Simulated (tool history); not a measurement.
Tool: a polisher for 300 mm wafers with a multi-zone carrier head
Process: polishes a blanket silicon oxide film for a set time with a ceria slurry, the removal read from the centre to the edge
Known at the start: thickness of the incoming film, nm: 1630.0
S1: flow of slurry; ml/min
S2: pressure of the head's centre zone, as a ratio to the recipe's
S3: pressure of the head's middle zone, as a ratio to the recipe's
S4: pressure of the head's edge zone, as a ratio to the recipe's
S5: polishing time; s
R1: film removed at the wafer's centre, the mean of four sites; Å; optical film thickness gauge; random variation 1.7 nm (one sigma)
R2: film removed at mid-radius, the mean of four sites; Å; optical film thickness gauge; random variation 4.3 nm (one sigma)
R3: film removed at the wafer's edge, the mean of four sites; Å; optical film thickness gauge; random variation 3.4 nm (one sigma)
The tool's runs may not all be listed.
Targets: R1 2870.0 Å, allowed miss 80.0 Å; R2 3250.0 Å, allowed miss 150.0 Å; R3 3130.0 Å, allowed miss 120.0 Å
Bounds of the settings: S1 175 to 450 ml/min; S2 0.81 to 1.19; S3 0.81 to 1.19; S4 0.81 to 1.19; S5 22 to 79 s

run 1 hour=0.0 | S1=290 S2=1.00 S3=1.00 S4=1.00 S5=50 | R1=2170.1 R2=2153.5 R3=2139.5
run 2 hour=7.8 | S1=290 S2=1.08 S3=1.00 S4=1.00 S5=50 | R1=2306.8 R2=2182.7 R3=2125.2
run 3 hour=14.2 | S1=230 S2=1.08 S3=1.00 S4=1.00 S5=50 | R1=2243.7 R2=2095.9 R3=2123.3
run 4 hour=21.0 | S1=230 S2=1.08 S3=0.95 S4=1.00 S5=50 | R1=2243.0 R2=2025.0 R3=2119.4
run 5 hour=23.3 | S1=230 S2=1.08 S3=0.95 S4=1.00 S5=62 | R1=2788.6 R2=2487.5 R3=2533.8
run 6 hour=26.4 | S1=230 S2=1.08 S3=0.95 S4=1.00 S5=57 | R1=2570.0 R2=2317.0 R3=2370.7
run 7 hour=32.1 | S1=225 S2=1.05 S3=0.99 S4=1.03 S5=60 | R1=2616.7 R2=2494.4 R3=2548.1
run 8 hour=37.4 | S1=230 S2=1.05 S3=1.03 S4=1.06 S5=61 | R1=2683.4 R2=2705.3 R3=2573.4
run 9 hour=45.1 | S1=225 S2=1.03 S3=1.03 S4=1.08 S5=63 | R1=2697.6 R2=2760.2 R3=2693.0
run 10 hour=46.4 | S1=225 S2=1.02 S3=1.04 S4=1.10 S5=64 | R1=2781.1 R2=2864.9 R3=2785.1
run 11 hour=53.4 | S1=225 S2=1.00 S3=1.05 S4=1.12 S5=65 | R1=2726.5 R2=2886.3 R3=2862.8
run 12 hour=60.1 | S1=225 S2=1.00 S3=1.05 S4=1.12 S5=65 | R1=2746.8 R2=2888.2 R3=2819.8
run 13 hour=62.3 | S1=230 S2=0.99 S3=1.06 S4=1.13 S5=66 | R1=2751.8 R2=3007.9 R3=2882.8
run 14 hour=64.3 | S1=235 S2=0.98 S3=1.06 S4=1.14 S5=67 | R1=2794.2 R2=3031.8 R3=2995.6
run 15 hour=65.9 | S1=240 S2=0.98 S3=1.07 S4=1.15 S5=67 | R1=2819.9 R2=3029.5 R3=3057.6
run 16 hour=72.2 | S1=240 S2=0.98 S3=1.08 S4=1.15 S5=67 | R1=2837.9 R2=3098.6 R3=3038.8

5 next moves are on the table. One of them brings every result within its allowed miss. Which?
run A hour=78.5 | S1=180 S2=0.98 S3=1.13 S4=1.18 S5=72 | R1=? R2=? R3=?
run B hour=78.5 | S1=220 S2=1.04 S3=1.04 S4=1.18 S5=66 | R1=? R2=? R3=?
run C hour=78.5 | S1=250 S2=0.98 S3=1.18 S4=1.09 S5=72 | R1=? R2=? R3=?
run D hour=78.5 | S1=325 S2=1.05 S3=0.95 S4=1.19 S5=67 | R1=? R2=? R3=?
run E hour=78.5 | S1=175 S2=1.00 S3=1.13 S4=1.03 S5=70 | R1=? R2=? R3=?

move=A R1=2861.1 R2=3237.3 R3=3127.4
move=B R1=2849.9 R2=2862.2 R3=2945.2
move=C R1=3037.9 R2=3544.5 R3=3135.4
move=D R1=3071.1 R2=2823.5 R3=3115.5
move=E R1=2805.7 R2=3130.0 R3=2848.8
A: meets every target
B: further off than the last run
C: takes the result that was furthest off past its target
D: further off than the last run
E: brings the result that was furthest off to its target, and leaves another outside
The right move is A.
